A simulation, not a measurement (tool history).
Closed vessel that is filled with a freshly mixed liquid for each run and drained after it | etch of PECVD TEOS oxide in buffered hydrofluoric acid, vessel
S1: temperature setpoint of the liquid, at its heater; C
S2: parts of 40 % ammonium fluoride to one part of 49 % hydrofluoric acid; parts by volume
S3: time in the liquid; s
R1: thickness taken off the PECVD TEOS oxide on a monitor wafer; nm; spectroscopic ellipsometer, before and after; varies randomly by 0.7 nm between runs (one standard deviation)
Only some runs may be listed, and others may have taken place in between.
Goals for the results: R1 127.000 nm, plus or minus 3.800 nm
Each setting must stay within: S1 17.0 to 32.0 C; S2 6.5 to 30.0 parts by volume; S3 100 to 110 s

| run | hour | S1 | S2 | S3 | R1 |
|---|---|---|---|---|---|
| 1 | 0.0 | 24.0 | 19.5 | 100 | 87.853 |
| 2 | 8.2 | 25.0 | 19.5 | 100 | 92.662 |
| 3 | 12.4 | 25.0 | 19.5 | 110 | 101.490 |
| 4 | 12.9 | 26.0 | 19.5 | 110 | 107.540 |
| 5 | 20.1 | 26.5 | 19.5 | 110 | 110.270 |
| 6 | 22.7 | 26.5 | 19.5 | 110 | 109.910 |
| 7 | 24.6 | 27.0 | 19.5 | 110 | 113.560 |
| 8 | 32.1 | 27.5 | 19.5 | 110 | 116.010 |
| 9 | 35.7 | 28.0 | 19.5 | 110 | 119.940 |
| 10 | 40.4 | 28.5 | 19.5 | 110 | 122.530 |

Which single option among these 5 for the next run brings every result within its allowed miss of target? Just one does.
| A | 45.1 | 29.5 | 18.5 | 110 | ? |
| B | 45.1 | 27.5 | 19.0 | 110 | ? |
| C | 45.1 | 31.0 | 22.5 | 110 | ? |
| D | 45.1 | 27.5 | 19.5 | 110 | ? |
| E | 45.1 | 32.0 | 21.0 | 105 | ? |

| move | R1 |
|---|---|
| A | 137.130 |
| B | 120.100 |
| C | 126.840 |
| D | 117.060 |
| E | 133.730 |
A: carries the result that was furthest off beyond its target, to the other side
B: its largest miss is bigger than the last run's
C: every result within its allowed miss
D: its largest miss is bigger than the last run's
E: carries the result that was furthest off beyond its target, to the other side
The right move is C.

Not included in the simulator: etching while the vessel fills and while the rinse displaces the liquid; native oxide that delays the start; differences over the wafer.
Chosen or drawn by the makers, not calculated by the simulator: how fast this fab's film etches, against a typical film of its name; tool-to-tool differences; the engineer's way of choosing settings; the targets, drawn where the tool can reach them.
